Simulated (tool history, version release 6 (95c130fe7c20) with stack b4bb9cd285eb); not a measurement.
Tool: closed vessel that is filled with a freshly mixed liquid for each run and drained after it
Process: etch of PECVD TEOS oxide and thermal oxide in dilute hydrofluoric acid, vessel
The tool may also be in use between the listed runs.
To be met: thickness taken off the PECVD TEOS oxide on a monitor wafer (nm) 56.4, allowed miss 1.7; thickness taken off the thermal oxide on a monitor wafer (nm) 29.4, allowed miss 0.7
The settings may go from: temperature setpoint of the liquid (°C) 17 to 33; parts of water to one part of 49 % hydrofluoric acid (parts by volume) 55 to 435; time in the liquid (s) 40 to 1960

| run | hour | temperature setpoint of the liquid (°C) | parts of water to one part of 49 % hydrofluoric acid (parts by volume) | time in the liquid (s) | thickness taken off the PECVD TEOS oxide on a monitor wafer (nm) | thickness taken off the thermal oxide on a monitor wafer (nm) |
|---|---|---|---|---|---|---|
| 1 | 0 | 25 | 245 | 1000 | 33.647 | 17.612 |
| 2 | 7.6 | 27.5 | 230 | 1000 | 39.643 | 20.668 |
| 3 | 17.2 | 27.5 | 295 | 1000 | 28.891 | 15.018 |
| 4 | 25.1 | 29.5 | 260 | 1000 | 36.067 | 18.997 |
| 5 | 32 | 30.5 | 235 | 1000 | 42.585 | 22.291 |
| 6 | 39.4 | 31.5 | 220 | 1000 | 47.754 | 25.083 |
| 7 | 46.8 | 32 | 210 | 1000 | 51.765 | 27.107 |
| 8 | 50.1 | 32.5 | 205 | 1000 | 54.763 | 28.232 |

5 next moves are on the table. One of them brings every result within its allowed miss. Which?
| A | 53.4 | 31.5 | 215 | 1080 | ? | ? |
| B | 53.4 | 33 | 195 | 890 | ? | ? |
| C | 53.4 | 33 | 220 | 1020 | ? | ? |
| D | 53.4 | 32 | 200 | 1020 | ? | ? |
| E | 53.4 | 32.5 | 215 | 1035 | ? | ? |

| move | thickness taken off the PECVD TEOS oxide on a monitor wafer (nm) | thickness taken off the thermal oxide on a monitor wafer (nm) |
|---|---|---|
| A | 53.71 | 27.997 |
| B | 52.65 | 27.445 |
| C | 51.78 | 26.991 |
| D | 56.517 | 29.46 |
| E | 53.22 | 27.742 |
A: further off than the last run
B: further off than the last run
C: further off than the last run
D: meets every target
E: further off than the last run
Move D is the one to make.
